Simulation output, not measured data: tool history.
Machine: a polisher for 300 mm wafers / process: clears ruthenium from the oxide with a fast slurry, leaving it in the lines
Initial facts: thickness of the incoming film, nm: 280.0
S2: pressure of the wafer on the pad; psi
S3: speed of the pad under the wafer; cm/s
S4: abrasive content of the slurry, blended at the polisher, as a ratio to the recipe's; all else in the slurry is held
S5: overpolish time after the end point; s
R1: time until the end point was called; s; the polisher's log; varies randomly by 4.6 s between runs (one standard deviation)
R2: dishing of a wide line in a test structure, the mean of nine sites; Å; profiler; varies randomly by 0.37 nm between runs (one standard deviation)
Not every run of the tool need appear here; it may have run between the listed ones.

{"run": 1, "hour": 0.0, "flow of slurry (ml/min)": 175, "S2": 2, "S3": 86, "S4": 1, "S5": 13, "R1": 129.56, "R2": 210.26}
{"run": 2, "hour": 1.1, "flow of slurry (ml/min)": 175, "S2": 2, "S3": 98, "S4": 1, "S5": 13, "R1": 109.89, "R2": 226.28}
{"run": 3, "hour": 9.9, "flow of slurry (ml/min)": 175, "S2": 1.8, "S3": 94, "S4": 1, "S5": 14, "R1": 125.99, "R2": 226.49}
{"run": 4, "hour": 15.8, "flow of slurry (ml/min)": 175, "S2": 1.6, "S3": 90, "S4": 1, "S5": 15, "R1": 151.47, "R2": 199.23}
{"run": 5, "hour": 22.4, "flow of slurry (ml/min)": 175, "S2": 1.1, "S3": 90, "S4": 1, "S5": 15, "R1": 209.99, "R2": 161.36}
{"run": 6, "hour": 29.9, "flow of slurry (ml/min)": 175, "S2": 0.9, "S3": 90, "S4": 1, "S5": 15, "R1": 245.56, "R2": 139.71}
{"run": 7, "hour": 37.1, "flow of slurry (ml/min)": 175, "S2": 0.9, "S3": 90, "S4": 1, "S5": 16, "R1": 254.83, "R2": 146.09}
{"run": 8, "hour": 42.2, "flow of slurry (ml/min)": 175, "S2": 0.9, "S3": 90, "S4": 1, "S5": 17, "R1": 255.43, "R2": 152.81}

Run 9 has not been measured yet. What should we expect?
{"run": 9, "hour": 43.1, "flow of slurry (ml/min)": 175, "S2": 0.9, "S3": 90, "S4": 1, "S5": 17, "R1": "?", "R2": "?"}

R1: 247.69 s
R2: 156.11 Å

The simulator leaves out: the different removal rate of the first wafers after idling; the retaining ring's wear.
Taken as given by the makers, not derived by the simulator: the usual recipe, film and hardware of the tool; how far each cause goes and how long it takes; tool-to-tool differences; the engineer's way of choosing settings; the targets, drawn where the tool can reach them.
